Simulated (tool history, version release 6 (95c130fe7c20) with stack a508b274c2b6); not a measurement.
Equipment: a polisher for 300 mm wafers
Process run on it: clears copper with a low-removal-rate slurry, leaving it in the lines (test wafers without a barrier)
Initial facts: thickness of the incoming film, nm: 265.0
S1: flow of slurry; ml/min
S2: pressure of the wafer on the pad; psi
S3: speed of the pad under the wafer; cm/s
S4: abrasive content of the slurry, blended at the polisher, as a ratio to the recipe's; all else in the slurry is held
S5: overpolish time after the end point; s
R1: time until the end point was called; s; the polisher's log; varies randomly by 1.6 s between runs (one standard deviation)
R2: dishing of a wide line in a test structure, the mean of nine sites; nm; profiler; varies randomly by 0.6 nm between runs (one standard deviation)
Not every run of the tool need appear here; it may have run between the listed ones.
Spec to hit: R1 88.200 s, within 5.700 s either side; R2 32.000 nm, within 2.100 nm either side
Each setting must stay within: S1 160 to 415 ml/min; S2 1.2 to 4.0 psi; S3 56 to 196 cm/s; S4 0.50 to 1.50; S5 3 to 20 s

run  hour   S1   S2   S3    S4  S5      R1      R2
  1   0.0  265  2.6  126  1.00  10  58.290  26.676
  2   5.9  265  2.6  126  1.15  10  60.845  28.435
  3  12.9  260  2.3  124  1.20  11  67.304  26.608
  4  14.6  260  2.1  120  1.25  13  74.121  29.491
  5  22.8  260  2.1  120  1.25  17  74.312  36.800
  6  30.8  260  2.1  120  1.25  19  74.658  39.613
  7  37.1  260  2.0  120  1.25  19  74.798  38.194
  8  38.6  260  1.8  120  1.25  19  83.586  35.645

Which of these 5 next moves meets every target?
  A  40.1  265  1.6  138  1.00  19   ?   ?
  B  40.1  215  1.5  154  1.40  16   ?   ?
  C  40.1  245  2.0  102  1.50  18   ?   ?
  D  40.1  340  1.9  124  1.40  17   ?   ?
  E  40.1  245  1.8  134  1.30  19   ?   ?

move      R1      R2
   A  83.038  35.776
   B  76.747  32.980
   C  87.567  33.205
   D  74.087  36.301
   E  75.210  39.128
A: as far off as the last run
B: the worst result of the last run now meets its target, but another is out of spec
C: in spec on every target
D: lands further from the targets than the last run did
E: lands further from the targets than the last run did
The move that meets every target is C.
